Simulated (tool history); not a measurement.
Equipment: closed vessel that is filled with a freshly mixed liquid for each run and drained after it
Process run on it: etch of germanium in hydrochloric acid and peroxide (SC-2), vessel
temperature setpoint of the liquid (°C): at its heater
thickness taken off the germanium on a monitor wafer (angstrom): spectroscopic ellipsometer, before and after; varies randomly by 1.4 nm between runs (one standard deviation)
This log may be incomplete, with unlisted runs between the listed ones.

| run | day | temperature setpoint of the liquid (°C) | parts of water to one part each of 37 % hydrochloric acid and 30 % peroxide (parts by volume) | time in the liquid (s) | thickness taken off the germanium on a monitor wafer (angstrom) |
|---|---|---|---|---|---|
| 1 | 0 | 58 | 8.5 | 105 | 2312.4 |
| 2 | 0.179 | 56.5 | 8.5 | 105 | 2184.6 |
| 3 | 0.479 | 60 | 8.5 | 105 | 2467.8 |
| 4 | 0.612 | 58 | 8.5 | 105 | 2330.4 |
|  | 0.938 | new drum of peroxide connected |
| 5 | 0.938 | 56.5 | 8.5 | 105 | 2245.7 |
| 6 | 1.042 | 55 | 8.5 | 105 | 2142.5 |

Estimate the outcome of run 7 from the log above:
| 7 | 1.096 | 55 | 8.5 | 105 | ? |

Logged for run 7: thickness taken off the germanium on a monitor wafer (angstrom) 2155.9.
